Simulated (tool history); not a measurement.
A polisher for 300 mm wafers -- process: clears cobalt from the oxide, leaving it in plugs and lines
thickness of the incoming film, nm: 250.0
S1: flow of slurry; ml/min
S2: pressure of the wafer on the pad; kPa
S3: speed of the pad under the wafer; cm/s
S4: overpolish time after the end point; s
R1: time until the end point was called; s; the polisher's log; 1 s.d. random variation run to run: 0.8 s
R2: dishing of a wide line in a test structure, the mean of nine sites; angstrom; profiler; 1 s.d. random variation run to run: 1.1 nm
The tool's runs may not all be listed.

Run 1, day 0: S1 275 ml/min, S2 14.5 kPa, S3 104 cm/s, S4 25 s. Result: R1 45.397 s, R2 534.09 angstrom.
Run 2, day 0.175: S1 275 ml/min, S2 11 kPa, S3 104 cm/s, S4 25 s. Result: R1 60.824 s, R2 468.21 angstrom.
Run 3, day 0.496: S1 275 ml/min, S2 11 kPa, S3 104 cm/s, S4 27 s. Result: R1 59.639 s, R2 489.75 angstrom.
Run 4, day 0.55: S1 275 ml/min, S2 11 kPa, S3 104 cm/s, S4 28 s. Result: R1 59.094 s, R2 494.99 angstrom.
Run 5, day 0.838: S1 230 ml/min, S2 11 kPa, S3 104 cm/s, S4 28 s. Result: R1 59.796 s, R2 511.93 angstrom.
Run 6, day 1.204: S1 230 ml/min, S2 11 kPa, S3 126 cm/s, S4 28 s. Result: R1 52.221 s, R2 543.73 angstrom.

Run 7 is up next; what results do you expect?
Run 7, day 1.462: S1 230 ml/min, S2 10.3 kPa, S3 126 cm/s, S4 29 s. Result: R1 ?, R2 ?.

R1: 54.383 s
R2: 498.33 angstrom

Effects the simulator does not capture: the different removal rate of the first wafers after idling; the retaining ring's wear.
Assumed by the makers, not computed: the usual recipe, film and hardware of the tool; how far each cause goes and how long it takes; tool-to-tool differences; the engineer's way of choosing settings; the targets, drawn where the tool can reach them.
